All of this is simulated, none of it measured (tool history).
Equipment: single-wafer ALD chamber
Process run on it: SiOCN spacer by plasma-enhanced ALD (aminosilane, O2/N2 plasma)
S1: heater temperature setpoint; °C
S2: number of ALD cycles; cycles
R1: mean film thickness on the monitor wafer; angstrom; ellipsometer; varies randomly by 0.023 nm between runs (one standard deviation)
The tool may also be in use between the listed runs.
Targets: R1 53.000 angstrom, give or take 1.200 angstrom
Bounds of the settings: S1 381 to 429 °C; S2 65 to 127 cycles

run 1 hour=0.0 | S1=405 S2=96 | R1=61.004
run 2 hour=8.7 | S1=405 S2=87 | R1=55.000
run 3 hour=17.0 | S1=394 S2=87 | R1=55.122
run 4 hour=18.4 | S1=394 S2=80 | R1=51.138
run 5 hour=26.7 | S1=400 S2=80 | R1=51.284
run 6 hour=33.7 | S1=400 S2=73 | R1=46.254
run 7 hour=34.7 | S1=400 S2=73 | R1=46.719
run 8 hour=37.4 | S1=400 S2=73 | R1=46.482
run 9 hour=43.5 | S1=393 S2=86 | R1=55.058

4 candidate next runs follow, results not yet known. Just one meets every target within its allowed miss. Identify it.
run A hour=49.6 | S1=390 S2=79 | R1=?
run B hour=49.6 | S1=393 S2=89 | R1=?
run C hour=49.6 | S1=399 S2=78 | R1=?
run D hour=49.6 | S1=398 S2=83 | R1=?

move=A R1=50.768
move=B R1=57.195
move=C R1=50.126
move=D R1=53.339
A: moves the result that the last run missed by most past its target, out the other side
B: its largest miss is bigger than the last run's
C: moves the result that the last run missed by most past its target, out the other side
D: each result inside its tolerance
Go with D: it meets all targets.
